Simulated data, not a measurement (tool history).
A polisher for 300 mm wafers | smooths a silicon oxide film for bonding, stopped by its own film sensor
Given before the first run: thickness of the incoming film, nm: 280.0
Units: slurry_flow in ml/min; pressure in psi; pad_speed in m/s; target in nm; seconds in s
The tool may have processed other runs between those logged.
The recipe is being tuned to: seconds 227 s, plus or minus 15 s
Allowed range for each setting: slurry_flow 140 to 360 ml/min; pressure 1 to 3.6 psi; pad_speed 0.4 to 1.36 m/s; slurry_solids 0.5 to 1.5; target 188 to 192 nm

run 1 day=0 | slurry_flow=230 pressure=2.3 pad_speed=0.88 slurry_solids=1 target=192 | seconds=123.84
run 2 day=0.233 | slurry_flow=230 pressure=2 pad_speed=0.86 slurry_solids=1 target=192 | seconds=136.34
run 3 day=0.271 | slurry_flow=230 pressure=1.8 pad_speed=0.8 slurry_solids=1 target=192 | seconds=164.25
run 4 day=0.508 | slurry_flow=230 pressure=2.3 pad_speed=0.8 slurry_solids=1 target=192 | seconds=130.53
run 5 day=0.75 | slurry_flow=230 pressure=1.7 pad_speed=0.8 slurry_solids=1 target=192 | seconds=177.39
run 6 day=1.008 | slurry_flow=230 pressure=1.6 pad_speed=0.8 slurry_solids=1 target=192 | seconds=185.9
-- day=1.104 slurry blender recalibrated
run 7 day=1.104 | slurry_flow=230 pressure=1.5 pad_speed=0.8 slurry_solids=1 target=192 | seconds=169.02
run 8 day=1.442 | slurry_flow=230 pressure=1.4 pad_speed=0.76 slurry_solids=1 target=192 | seconds=199.89

Consider the 4 candidate settings below. Which is the only one whose results all fall within their allowed miss of target?
run A day=1.779 | slurry_flow=230 pressure=1.7 pad_speed=0.66 slurry_solids=1 target=192 | seconds=?
run B day=1.779 | slurry_flow=265 pressure=2 pad_speed=0.56 slurry_solids=0.7 target=188 | seconds=?
run C day=1.779 | slurry_flow=220 pressure=1.4 pad_speed=0.84 slurry_solids=1.05 target=192 | seconds=?
run D day=1.779 | slurry_flow=270 pressure=1.5 pad_speed=0.86 slurry_solids=1.05 target=192 | seconds=?

move=A seconds=179.31
move=B seconds=221.48
move=C seconds=174.48
move=D seconds=157.37
A: the biggest miss grows against the last run
B: every result lands within tolerance
C: the biggest miss grows against the last run
D: the biggest miss grows against the last run
So the answer is move B, the one that meets all the targets.
